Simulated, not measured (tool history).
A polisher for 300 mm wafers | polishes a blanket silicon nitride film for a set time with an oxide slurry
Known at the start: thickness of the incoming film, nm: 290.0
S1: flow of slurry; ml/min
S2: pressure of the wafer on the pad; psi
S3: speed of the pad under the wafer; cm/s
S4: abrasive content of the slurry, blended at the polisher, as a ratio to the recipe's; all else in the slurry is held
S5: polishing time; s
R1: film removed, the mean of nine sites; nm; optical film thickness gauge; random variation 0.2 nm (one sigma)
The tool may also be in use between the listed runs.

run,hour,S1,S2,S3,S4,S5,R1
1,0.0,260,4.2,84,1.0,82,47.188
2,3.0,260,5.2,84,1.0,82,57.795
3,9.7,260,4.6,84,1.0,82,51.454
4,10.4,255,3.7,76,1.0,82,38.123
5,14.2,315,3.7,76,1.0,82,39.818
6,20.7,315,3.0,76,1.0,82,31.925
7,21.4,310,2.7,76,1.0,82,29.146

Run 8 comes next. What will it give?
# hour 23.2: slurry nozzle cleaned
8,23.2,300,2.5,76,1.0,82,?

Run 8 gave R1 27.841 nm.
